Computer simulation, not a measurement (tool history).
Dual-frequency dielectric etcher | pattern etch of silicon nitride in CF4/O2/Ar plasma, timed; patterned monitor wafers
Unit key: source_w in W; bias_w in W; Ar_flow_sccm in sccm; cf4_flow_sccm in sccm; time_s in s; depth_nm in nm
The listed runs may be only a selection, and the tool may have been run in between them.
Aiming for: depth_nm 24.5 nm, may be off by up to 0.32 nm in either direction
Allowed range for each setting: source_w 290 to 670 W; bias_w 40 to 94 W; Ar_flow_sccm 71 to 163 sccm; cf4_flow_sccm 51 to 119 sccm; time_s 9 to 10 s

run  hour  source_w  bias_w  Ar_flow_sccm  cf4_flow_sccm  time_s  depth_nm
  1     0       480      67           117             85      10    20.934
  2   6.2       500      67           117             85      10    21.411
  3  10.9       500      67            97             85      10    22.004
  4    15       500      67            97             96      10    22.407
  5    18       510      67            97             96      10    22.817
  6  23.4       520      67            97             96      10    23.271
  7  32.2       530      67            97             96      10    23.417
  8  40.7       540      67            97             96      10    23.885
  9  46.5       540      67            97             96      10     23.81

4 candidate next runs follow, results not yet known. Just one meets every target within its allowed miss. Identify it.
  A  52.3       490      89            98            119      10         ?
  B  52.3       600      68            93             92     9.5         ?
  C  52.3       520      72            97             94      10         ?
  D  52.3       540      57            85            111      10         ?

move  depth_nm
   A    25.549
   B    24.571
   C     23.78
   D    23.012
A: moves the result that the last run missed by most past its target, out the other side
B: every result lands within tolerance
C: as far off as the last run
D: misses by more than the last run did
B meets every target.
